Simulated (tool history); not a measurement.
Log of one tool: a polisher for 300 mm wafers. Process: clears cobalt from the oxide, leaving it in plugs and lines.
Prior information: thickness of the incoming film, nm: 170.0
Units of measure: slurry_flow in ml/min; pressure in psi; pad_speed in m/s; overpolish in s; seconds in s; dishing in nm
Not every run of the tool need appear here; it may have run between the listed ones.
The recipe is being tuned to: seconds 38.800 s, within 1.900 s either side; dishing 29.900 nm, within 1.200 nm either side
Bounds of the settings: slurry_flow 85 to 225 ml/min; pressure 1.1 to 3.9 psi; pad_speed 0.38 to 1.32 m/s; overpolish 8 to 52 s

| run | hour | slurry_flow | pressure | pad_speed | overpolish | seconds | dishing |
|---|---|---|---|---|---|---|---|
| 1 | 0.0 | 145 | 2.5 | 0.84 | 26 | 29.527 | 67.003 |
| 2 | 6.4 | 145 | 2.5 | 0.84 | 37 | 29.016 | 71.866 |
| 3 | 9.1 | 130 | 2.2 | 0.84 | 29 | 33.417 | 67.391 |
| 4 | 15.3 | 130 | 2.2 | 1.02 | 29 | 27.487 | 69.114 |
| 5 | 21.2 | 130 | 1.6 | 1.02 | 29 | 35.671 | 64.306 |
| 6 | 27.8 | 155 | 1.5 | 1.00 | 23 | 37.586 | 57.985 |
| 7 | 29.7 | 175 | 1.4 | 1.00 | 19 | 40.279 | 52.821 |
| 8 | 38.6 | 190 | 1.3 | 1.02 | 16 | 40.042 | 47.668 |
| 9 | 41.1 | 200 | 1.2 | 1.02 | 14 | 42.672 | 41.729 |
| 10 | 42.7 | 205 | 1.2 | 1.04 | 12 | 41.240 | 38.123 |
| 11 | 44.6 | 205 | 1.2 | 1.04 | 12 | 41.689 | 37.939 |
| 12 | 49.1 | 210 | 1.2 | 1.06 | 11 | 40.243 | 36.623 |
| 13 | 54.7 | 215 | 1.2 | 1.08 | 10 | 39.698 | 34.501 |
| 14 | 58.7 | 220 | 1.2 | 1.10 | 9 | 39.035 | 32.340 |
| 15 | 62.8 | 220 | 1.2 | 1.12 | 9 | 38.993 | 33.074 |
| 16 | 69.0 | 220 | 1.2 | 1.14 | 9 | 37.609 | 33.440 |

Below are 4 possible settings for the next run. Only one of them brings all results inside the allowed miss of their targets. Which is it?
| A | 75.2 | 225 | 1.3 | 1.02 | 8 | ? | ? |
| B | 75.2 | 220 | 1.1 | 1.32 | 8 | ? | ? |
| C | 75.2 | 225 | 1.4 | 1.12 | 8 | ? | ? |
| D | 75.2 | 225 | 1.4 | 1.10 | 8 | ? | ? |

| move | seconds | dishing |
|---|---|---|
| A | 39.073 | 29.386 |
| B | 34.612 | 32.203 |
| C | 33.638 | 32.889 |
| D | 34.235 | 32.465 |
A: every result lands within tolerance
B: gains on the last run, yet a result remains outside its allowed miss
C: gains on the last run, yet a result remains outside its allowed miss
D: gains on the last run, yet a result remains outside its allowed miss
Go with A: it meets all targets.
